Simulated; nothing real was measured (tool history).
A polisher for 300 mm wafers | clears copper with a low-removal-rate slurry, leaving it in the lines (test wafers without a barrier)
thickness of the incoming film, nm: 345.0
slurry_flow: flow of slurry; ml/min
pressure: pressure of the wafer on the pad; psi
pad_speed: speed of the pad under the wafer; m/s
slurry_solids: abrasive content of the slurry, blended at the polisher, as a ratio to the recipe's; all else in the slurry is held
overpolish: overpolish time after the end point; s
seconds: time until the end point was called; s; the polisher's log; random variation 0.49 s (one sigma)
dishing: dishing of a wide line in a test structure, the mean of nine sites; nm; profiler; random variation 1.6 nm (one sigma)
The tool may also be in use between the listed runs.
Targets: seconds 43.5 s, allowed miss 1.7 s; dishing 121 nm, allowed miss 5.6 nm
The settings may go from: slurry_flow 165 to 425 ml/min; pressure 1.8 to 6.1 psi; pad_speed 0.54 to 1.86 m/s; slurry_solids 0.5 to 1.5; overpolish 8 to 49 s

run,hour,slurry_flow,pressure,pad_speed,slurry_solids,overpolish,seconds,dishing
1,0,275,3.9,1.18,1,25,76.997,62.947
2,7.5,275,3.9,0.94,1,25,96.762,54.541
3,11.5,300,3.9,0.94,1,25,92.887,52.941
4,16.9,300,3.9,0.84,1,25,103.33,48.988
# hour 25.5: worn pad replaced by a new one
5,25.5,300,3.3,0.84,1,25,113.19,45.262
6,30.3,300,3.3,0.84,1,18,112.81,34.444
7,33.4,290,4.1,1.04,1,21,76.918,54.935
8,38.8,310,4.7,1.06,1,24,67.306,68.976

5 next moves are on the table. One of them brings every result within its allowed miss. Which?
A,44.2,350,4,0.72,0.85,18,?,?
B,44.2,390,5.8,1.58,1.2,31,?,?
C,44.2,210,5.6,0.7,1.35,24,?,?
D,44.2,265,5.9,1.24,1.45,36,?,?
E,44.2,350,4.4,1.74,0.8,8,?,?

move,seconds,dishing
A,116.67,34.069
B,36.173,125.73
C,82.715,59.245
D,44.036,122.78
E,46.684,37.5
A: further off than the last run
B: takes the result that was furthest off past its target
C: further off than the last run
D: meets every target
E: further off than the last run
Move D is the one to make.
